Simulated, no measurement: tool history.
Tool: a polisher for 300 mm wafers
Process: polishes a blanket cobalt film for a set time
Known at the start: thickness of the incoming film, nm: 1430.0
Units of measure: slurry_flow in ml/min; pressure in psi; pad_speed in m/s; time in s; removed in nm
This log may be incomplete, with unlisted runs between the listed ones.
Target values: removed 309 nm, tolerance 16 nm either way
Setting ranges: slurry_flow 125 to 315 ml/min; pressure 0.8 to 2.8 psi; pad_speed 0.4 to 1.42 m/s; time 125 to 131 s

run,day,slurry_flow,pressure,pad_speed,time,removed
1,0,205,1.8,0.9,125,476.36
2,0.196,160,1.8,0.9,125,470.61
3,0.521,160,1.8,0.9,131,487.85
4,0.554,185,1.8,0.9,131,495.12
5,0.671,185,1.7,0.9,131,483.57
6,0.917,135,1.7,0.9,131,435.89
7,1.117,135,1.6,0.9,131,417.9
8,1.45,135,1.5,0.9,131,386.73
# day 1.483: head pressure recalibrated
9,1.483,135,1.5,0.9,131,427.29
10,1.75,135,1.4,0.88,131,391.06
11,2.038,135,1,0.86,131,286.76

Below are 4 possible settings for the next run. Only one of them brings all results inside the allowed miss of their targets. Which is it?
A,2.325,130,1.2,0.72,131,?
B,2.325,150,1.2,0.86,131,?
C,2.325,150,1.2,0.8,131,?
D,2.325,190,1.2,0.58,125,?

move,removed
A,302.81
B,345.97
C,331.71
D,278.15
A: meets every target
B: pushes the last run's worst result past its target
C: pushes the last run's worst result past its target
D: its largest miss is bigger than the last run's
A meets every target.

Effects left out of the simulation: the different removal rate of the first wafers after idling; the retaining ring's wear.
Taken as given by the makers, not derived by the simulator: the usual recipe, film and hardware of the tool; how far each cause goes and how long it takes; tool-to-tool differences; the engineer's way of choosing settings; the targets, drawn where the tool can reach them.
